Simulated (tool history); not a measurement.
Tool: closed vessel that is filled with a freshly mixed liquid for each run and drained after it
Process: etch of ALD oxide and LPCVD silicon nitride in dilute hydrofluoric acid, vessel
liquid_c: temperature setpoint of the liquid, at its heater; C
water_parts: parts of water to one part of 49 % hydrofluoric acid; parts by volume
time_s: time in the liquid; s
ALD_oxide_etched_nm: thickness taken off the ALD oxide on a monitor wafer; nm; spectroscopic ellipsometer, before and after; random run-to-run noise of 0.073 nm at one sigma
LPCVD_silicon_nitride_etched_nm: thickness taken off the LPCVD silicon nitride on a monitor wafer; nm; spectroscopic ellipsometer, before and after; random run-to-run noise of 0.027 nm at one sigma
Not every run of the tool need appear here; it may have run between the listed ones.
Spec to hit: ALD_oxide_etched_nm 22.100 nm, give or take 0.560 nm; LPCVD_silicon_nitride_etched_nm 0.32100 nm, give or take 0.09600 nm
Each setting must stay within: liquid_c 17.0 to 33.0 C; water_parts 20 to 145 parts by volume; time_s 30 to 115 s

run	hour	liquid_c	water_parts	time_s	ALD_oxide_etched_nm	LPCVD_silicon_nitride_etched_nm
1	0.0	25.0	80	60	30.141	0.46076
2	5.7	26.0	80	60	31.426	0.55026
3	10.1	29.0	80	60	35.372	0.62072
4	14.6	29.0	80	80	47.238	0.66011
5	19.6	31.0	80	80	50.950	0.77438
6	26.1	29.0	85	80	44.137	0.72849
7	33.5	27.0	90	80	38.472	0.52125
8	40.7	25.0	120	80	25.631	0.41328
9	47.8	24.5	120	80	25.125	0.40769
10	55.1	24.0	120	80	24.608	0.34769
# hour 58.8: hydrofluoric acid flow meter replaced
11	58.8	23.0	125	80	19.959	0.24892

Exactly one of the 5 candidate moves below puts every result within its allowed miss. Which one?
A	62.5	17.5	130	90	?	?
B	62.5	22.5	105	80	?	?
C	62.5	24.0	105	70	?	?
D	62.5	21.5	110	85	?	?
E	62.5	18.5	120	80	?	?

move	ALD_oxide_etched_nm	LPCVD_silicon_nitride_etched_nm
A	17.204	0.22455
B	23.838	0.34475
C	22.140	0.33313
D	23.092	0.32734
E	17.442	0.23100
A: its largest miss is bigger than the last run's
B: carries the result that was furthest off beyond its target, to the other side
C: each result inside its tolerance
D: carries the result that was furthest off beyond its target, to the other side
E: its largest miss is bigger than the last run's
Go with C: it meets all targets.
